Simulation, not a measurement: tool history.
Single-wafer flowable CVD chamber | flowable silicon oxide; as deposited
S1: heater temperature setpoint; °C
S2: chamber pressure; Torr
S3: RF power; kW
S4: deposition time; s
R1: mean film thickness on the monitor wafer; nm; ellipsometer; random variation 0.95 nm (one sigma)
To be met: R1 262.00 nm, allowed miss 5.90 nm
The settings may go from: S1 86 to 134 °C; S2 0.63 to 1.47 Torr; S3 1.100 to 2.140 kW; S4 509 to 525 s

| run | day | S1 | S2 | S3 | S4 | R1 |
|---|---|---|---|---|---|---|
| 1 | 0.000 | 110 | 1.05 | 1.620 | 509 | 319.52 |
| 2 | 0.196 | 110 | 1.05 | 1.740 | 509 | 326.33 |
| 3 | 0.388 | 100 | 1.05 | 1.740 | 509 | 437.05 |
| 4 | 0.704 | 106 | 1.05 | 1.740 | 509 | 366.04 |
| 5 | 0.796 | 106 | 1.22 | 1.740 | 509 | 421.93 |
| 6 | 1.083 | 106 | 1.22 | 1.740 | 509 | 422.70 |
| 7 | 1.429 | 111 | 1.22 | 1.740 | 509 | 365.83 |
| 8 | 1.750 | 115 | 1.22 | 1.740 | 509 | 328.72 |
| 9 | 1.921 | 118 | 1.22 | 1.740 | 509 | 303.05 |
| 10 | 2.225 | 120 | 1.22 | 1.740 | 509 | 288.15 |
| 11 | 2.354 | 121 | 1.22 | 1.740 | 509 | 277.98 |
| 12 | 2.504 | 122 | 1.22 | 1.740 | 509 | 273.69 |

5 next moves are on the table. One of them brings every result within its allowed miss. Which?
| A | 2.654 | 125 | 1.16 | 1.770 | 509 | ? |
| B | 2.654 | 128 | 1.24 | 1.790 | 520 | ? |
| C | 2.654 | 134 | 1.42 | 1.955 | 509 | ? |
| D | 2.654 | 123 | 1.21 | 1.610 | 514 | ? |
| E | 2.654 | 123 | 1.22 | 1.425 | 509 | ? |

| move | R1 |
|---|---|
| A | 243.58 |
| B | 248.08 |
| C | 245.38 |
| D | 260.95 |
| E | 249.05 |
A: takes the result that was furthest off past its target
B: takes the result that was furthest off past its target
C: takes the result that was furthest off past its target
D: meets every target
E: takes the result that was furthest off past its target
Move D is the one to make.
